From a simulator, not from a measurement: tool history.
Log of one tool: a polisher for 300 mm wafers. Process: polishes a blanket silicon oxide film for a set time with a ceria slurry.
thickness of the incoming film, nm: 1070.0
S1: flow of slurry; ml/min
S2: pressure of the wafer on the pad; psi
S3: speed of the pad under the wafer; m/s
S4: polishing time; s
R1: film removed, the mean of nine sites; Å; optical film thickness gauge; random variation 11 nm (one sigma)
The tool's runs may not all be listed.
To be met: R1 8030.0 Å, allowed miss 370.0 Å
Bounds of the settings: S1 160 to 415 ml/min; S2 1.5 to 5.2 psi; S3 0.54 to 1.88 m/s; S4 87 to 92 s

run	hour	S1	S2	S3	S4	R1
1	0.0	265	3.3	1.20	87	4680.7
2	7.2	215	3.3	1.20	87	4555.0
3	12.5	215	3.3	1.20	92	4661.9
4	21.2	215	3.3	1.20	87	4600.6
5	30.1	215	3.6	1.20	87	4917.2
6	31.4	220	3.9	1.20	87	5285.1
7	35.6	220	4.1	1.22	87	5528.2
8	39.7	220	4.3	1.24	87	5927.4
9	42.0	220	5.2	1.30	87	7283.9
10	49.0	220	5.2	1.32	87	7318.9
11	52.5	220	5.2	1.34	87	7481.9
12	56.7	220	5.2	1.36	87	7623.0

Which of these 4 next moves meets every target?
A	60.9	210	4.7	1.54	89	?
B	60.9	230	5.1	1.32	87	?
C	60.9	320	4.5	1.36	87	?
D	60.9	205	5.1	1.20	92	?

move	R1
A	7931.2
B	7310.2
C	6968.2
D	6964.3
A: meets every target
B: further off than the last run
C: further off than the last run
D: further off than the last run
The right move is A.
